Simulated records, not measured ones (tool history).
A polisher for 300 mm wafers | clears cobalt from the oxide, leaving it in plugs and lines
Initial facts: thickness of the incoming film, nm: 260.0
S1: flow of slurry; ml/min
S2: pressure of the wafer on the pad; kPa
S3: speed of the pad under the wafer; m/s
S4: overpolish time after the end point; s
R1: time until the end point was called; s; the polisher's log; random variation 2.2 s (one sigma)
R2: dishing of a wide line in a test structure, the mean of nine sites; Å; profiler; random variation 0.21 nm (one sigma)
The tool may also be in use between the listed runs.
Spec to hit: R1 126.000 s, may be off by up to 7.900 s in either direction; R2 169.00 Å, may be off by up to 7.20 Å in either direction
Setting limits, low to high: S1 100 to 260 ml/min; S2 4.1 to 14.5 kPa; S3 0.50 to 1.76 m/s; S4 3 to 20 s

run  hour   S1   S2    S3  S4       R1      R2
  1   0.0  165  9.0  1.12  10   88.079  190.88
  2   1.2  165  9.0  0.98  10  101.690  171.79
  3   9.5  165  9.0  0.98   7  101.670  125.18
  4  14.3  160  8.3  0.98   8  107.440  134.52
  5  15.8  160  8.3  0.98  10  110.110  160.73
  6  17.0  130  8.3  0.98  10  115.080  152.58
  7  24.1  125  8.3  0.98  10  114.360  153.76
  8  29.6  125  8.3  0.98  10  117.420  155.66

Which single option among these 4 for the next run brings every result within its allowed miss of target? Just one does.
  A  35.1  135  9.7  0.78  12   ?   ?
  B  35.1  125  7.6  1.08  11   ?   ?
  C  35.1  100  8.3  1.14  12   ?   ?
  D  35.1  105  7.6  1.02  14   ?   ?

move       R1      R2
   A  122.990  173.08
   B  115.150  170.06
   C  105.200  195.67
   D  126.080  191.83
A: all results in spec
B: puts the biggest miss on target and leaves a different result outside tolerance
C: takes the biggest miss from the last run beyond its target
D: takes the biggest miss from the last run beyond its target
A meets every target.

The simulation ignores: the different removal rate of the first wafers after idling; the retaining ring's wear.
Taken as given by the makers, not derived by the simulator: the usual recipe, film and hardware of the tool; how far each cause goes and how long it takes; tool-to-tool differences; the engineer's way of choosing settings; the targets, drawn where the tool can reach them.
